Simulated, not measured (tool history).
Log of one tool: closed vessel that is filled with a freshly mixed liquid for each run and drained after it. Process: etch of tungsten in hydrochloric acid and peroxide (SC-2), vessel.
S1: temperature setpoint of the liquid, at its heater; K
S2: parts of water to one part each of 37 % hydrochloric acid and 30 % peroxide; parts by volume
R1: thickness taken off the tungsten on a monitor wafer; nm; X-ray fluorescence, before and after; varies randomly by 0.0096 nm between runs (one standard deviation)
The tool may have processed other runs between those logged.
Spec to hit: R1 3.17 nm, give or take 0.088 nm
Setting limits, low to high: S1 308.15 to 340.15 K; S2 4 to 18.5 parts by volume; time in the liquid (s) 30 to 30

run 1 hour=0 | S1=324.15 S2=10.5 time_in_the_liquid_(s)=30 | R1=6.5909
run 2 hour=6.1 | S1=321.65 S2=10.5 time_in_the_liquid_(s)=30 | R1=5.561
run 3 hour=13.3 | S1=321.65 S2=7 time_in_the_liquid_(s)=30 | R1=7.7657
run 4 hour=14.8 | S1=321.65 S2=7 time_in_the_liquid_(s)=30 | R1=7.7349
run 5 hour=17.2 | S1=318.65 S2=7 time_in_the_liquid_(s)=30 | R1=6.3372
run 6 hour=24 | S1=316.65 S2=7 time_in_the_liquid_(s)=30 | R1=5.5249
run 7 hour=24.9 | S1=315.15 S2=7 time_in_the_liquid_(s)=30 | R1=4.9872
run 8 hour=32.1 | S1=308.15 S2=7 time_in_the_liquid_(s)=30 | R1=3.0175

Pick the move, out of 4, that brings all results within their allowed miss; only one does.
run A hour=39.3 | S1=308.65 S2=6.5 time_in_the_liquid_(s)=30 | R1=?
run B hour=39.3 | S1=309.15 S2=6.5 time_in_the_liquid_(s)=30 | R1=?
run C hour=39.3 | S1=312.15 S2=9.5 time_in_the_liquid_(s)=30 | R1=?
run D hour=39.3 | S1=308.15 S2=6 time_in_the_liquid_(s)=30 | R1=?

move=A R1=3.3323
move=B R1=3.4548
move=C R1=3.1635
move=D R1=3.4146
A: takes the biggest miss from the last run beyond its target
B: takes the biggest miss from the last run beyond its target
C: meets every target
D: takes the biggest miss from the last run beyond its target
Go with C: it meets all targets.
